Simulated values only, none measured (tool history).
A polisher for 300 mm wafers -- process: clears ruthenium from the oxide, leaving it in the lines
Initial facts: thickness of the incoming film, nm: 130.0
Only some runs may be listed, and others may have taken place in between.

run,hour,flow of slurry (ml/min),pressure of the wafer on the pad (psi),speed of the pad under the wafer (m/s),overpolish time after the end point (s),time until the end point was called (s)
1,0,240,2.3,0.92,8,122.54
2,2.2,240,1.7,0.92,8,166.3
3,7.8,210,1.7,0.92,8,167.6
4,11.9,230,1.7,0.92,8,163.77
5,17.4,230,1.1,0.92,8,249.3
6,20.5,230,1.1,0.72,8,310.7
7,29,230,1.3,0.72,8,265.99
8,33.4,230,1.4,0.72,8,251.53
9,36.8,230,1.5,0.72,8,234.96
10,38.4,230,1.6,0.72,8,219.46
11,42.1,230,1.7,0.72,8,205.54

Run 12 has not been measured yet. What should we expect?
12,50.1,235,2.3,0.74,8,?

Run 12 gave time until the end point was called (s) 152.53.

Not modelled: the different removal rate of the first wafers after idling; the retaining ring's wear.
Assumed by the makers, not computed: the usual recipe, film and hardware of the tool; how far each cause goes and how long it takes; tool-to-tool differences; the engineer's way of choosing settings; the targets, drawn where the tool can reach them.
